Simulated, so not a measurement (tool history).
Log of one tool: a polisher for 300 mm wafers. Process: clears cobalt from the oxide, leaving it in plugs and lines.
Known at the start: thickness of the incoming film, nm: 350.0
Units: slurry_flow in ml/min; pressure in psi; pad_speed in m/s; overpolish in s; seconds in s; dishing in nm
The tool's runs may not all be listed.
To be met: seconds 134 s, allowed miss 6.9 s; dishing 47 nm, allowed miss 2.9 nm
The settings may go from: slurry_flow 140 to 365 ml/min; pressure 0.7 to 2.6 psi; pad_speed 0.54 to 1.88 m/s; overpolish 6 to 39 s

| run | hour | slurry_flow | pressure | pad_speed | overpolish | seconds | dishing |
|---|---|---|---|---|---|---|---|
| 1 | 0 | 235 | 1.6 | 1.2 | 20 | 70.685 | 59.978 |
| 2 | 8.8 | 235 | 1.3 | 1.2 | 20 | 84.32 | 55.127 |
| 3 | 12.3 | 235 | 1.3 | 1.2 | 26 | 82.006 | 61.667 |
| 4 | 14.6 | 235 | 1.7 | 1.2 | 26 | 67.8 | 65.72 |
| 5 | 19.2 | 235 | 1.7 | 1.5 | 26 | 54.193 | 72.486 |
| 6 | 23 | 230 | 1.4 | 1.34 | 25 | 71.144 | 64.621 |
| 7 | 30.9 | 230 | 1.2 | 1.24 | 24 | 88.849 | 58.266 |
| 8 | 33.9 | 225 | 1.1 | 1.2 | 23 | 93.752 | 54.323 |
| 9 | 42.1 | 225 | 1 | 1.14 | 23 | 107.04 | 51.746 |
| 10 | 46.7 | 225 | 0.9 | 1.12 | 23 | 114.7 | 49.305 |

5 next moves are on the table. One of them brings every result within its allowed miss. Which?
| A | 51.3 | 200 | 0.7 | 1 | 35 | ? | ? |
| B | 51.3 | 235 | 0.8 | 1.06 | 25 | ? | ? |
| C | 51.3 | 235 | 1 | 0.9 | 31 | ? | ? |
| D | 51.3 | 215 | 0.9 | 1.14 | 27 | ? | ? |
| E | 51.3 | 250 | 1 | 1.04 | 30 | ? | ? |

| move | seconds | dishing |
|---|---|---|
| A | 157.64 | 53.887 |
| B | 134.46 | 48.608 |
| C | 134.15 | 54.912 |
| D | 116.08 | 54.982 |
| E | 116.19 | 57.931 |
A: takes the result that was furthest off past its target
B: meets every target
C: brings the result that was furthest off to its target, and leaves another outside
D: as far off as the last run
E: further off than the last run
The right move is B.

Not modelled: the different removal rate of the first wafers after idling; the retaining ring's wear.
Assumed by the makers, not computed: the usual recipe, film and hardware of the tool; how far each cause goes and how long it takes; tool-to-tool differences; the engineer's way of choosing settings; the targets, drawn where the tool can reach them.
